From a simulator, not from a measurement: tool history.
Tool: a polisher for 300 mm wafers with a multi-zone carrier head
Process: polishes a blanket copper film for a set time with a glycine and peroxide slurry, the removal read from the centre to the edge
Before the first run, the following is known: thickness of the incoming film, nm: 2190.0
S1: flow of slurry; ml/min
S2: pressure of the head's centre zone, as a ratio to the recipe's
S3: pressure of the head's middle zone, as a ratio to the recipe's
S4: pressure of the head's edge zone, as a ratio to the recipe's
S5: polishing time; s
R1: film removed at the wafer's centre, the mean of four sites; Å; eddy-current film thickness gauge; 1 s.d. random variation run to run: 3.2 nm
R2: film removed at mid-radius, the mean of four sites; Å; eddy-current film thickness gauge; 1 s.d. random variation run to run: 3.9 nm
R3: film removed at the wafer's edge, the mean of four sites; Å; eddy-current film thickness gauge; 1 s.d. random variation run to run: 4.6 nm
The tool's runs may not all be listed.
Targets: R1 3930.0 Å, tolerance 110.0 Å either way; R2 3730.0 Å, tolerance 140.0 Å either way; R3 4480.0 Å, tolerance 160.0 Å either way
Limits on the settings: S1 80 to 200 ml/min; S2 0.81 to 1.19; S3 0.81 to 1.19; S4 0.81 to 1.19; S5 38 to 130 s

Run 1, hour 0.0: S1 130 ml/min, S2 1.00, S3 1.00, S4 1.00, S5 84 s. Result: R1 4948.8 Å, R2 4998.9 Å, R3 5057.1 Å.
Run 2, hour 2.4: S1 130 ml/min, S2 1.00, S3 1.00, S4 0.92, S5 84 s. Result: R1 5011.5 Å, R2 5107.9 Å, R3 4960.8 Å.
Run 3, hour 2.9: S1 130 ml/min, S2 1.00, S3 1.00, S4 0.84, S5 84 s. Result: R1 4998.8 Å, R2 4998.9 Å, R3 4800.5 Å.
Run 4, hour 8.9: S1 125 ml/min, S2 0.99, S3 0.97, S4 0.85, S5 83 s. Result: R1 4776.7 Å, R2 4834.7 Å, R3 4734.2 Å.
Run 5, hour 10.7: S1 95 ml/min, S2 0.99, S3 0.97, S4 0.85, S5 83 s. Result: R1 4422.8 Å, R2 4536.2 Å, R3 4459.5 Å.
Run 6, hour 13.3: S1 95 ml/min, S2 1.05, S3 0.97, S4 0.85, S5 83 s. Result: R1 4697.4 Å, R2 4531.3 Å, R3 4505.9 Å.
Run 7, hour 17.2: S1 95 ml/min, S2 1.04, S3 0.95, S4 0.87, S5 83 s. Result: R1 4629.4 Å, R2 4471.8 Å, R3 4449.2 Å.
Run 8, hour 20.2: S1 95 ml/min, S2 1.03, S3 0.93, S4 0.92, S5 83 s. Result: R1 4610.2 Å, R2 4346.0 Å, R3 4597.0 Å.
Run 9, hour 27.2: S1 80 ml/min, S2 0.93, S3 0.83, S4 0.95, S5 80 s. Result: R1 3636.6 Å, R2 3541.4 Å, R3 4335.4 Å.
Run 10, hour 32.7: S1 85 ml/min, S2 0.93, S3 0.83, S4 0.95, S5 80 s. Result: R1 3814.5 Å, R2 3642.4 Å, R3 4382.5 Å.

Which single option among these 5 for the next run brings every result within its allowed miss of target? Just one does.
Run A, hour 38.2: S1 95 ml/min, S2 0.94, S3 0.85, S4 0.94, S5 73 s. Result: R1 ?, R2 ?, R3 ?.
Run B, hour 38.2: S1 80 ml/min, S2 0.96, S3 0.92, S4 0.95, S5 78 s. Result: R1 ?, R2 ?, R3 ?.
Run C, hour 38.2: S1 100 ml/min, S2 1.01, S3 0.85, S4 0.94, S5 75 s. Result: R1 ?, R2 ?, R3 ?.
Run D, hour 38.2: S1 115 ml/min, S2 0.90, S3 0.81, S4 0.96, S5 76 s. Result: R1 ?, R2 ?, R3 ?.
Run E, hour 38.2: S1 80 ml/min, S2 0.90, S3 0.85, S4 0.91, S5 82 s. Result: R1 ?, R2 ?, R3 ?.

move      R1      R2      R3
   A  3700.9  3486.4  4115.6
   B  3760.7  3738.1  4233.8
   C  4165.4  3639.5  4275.1
   D  3933.2  3692.7  4487.2
   E  3702.7  3682.1  4391.4
A: misses by more than the last run did
B: misses by more than the last run did
C: takes the biggest miss from the last run beyond its target
D: every result lands within tolerance
E: misses by more than the last run did
Move D is the one to make.
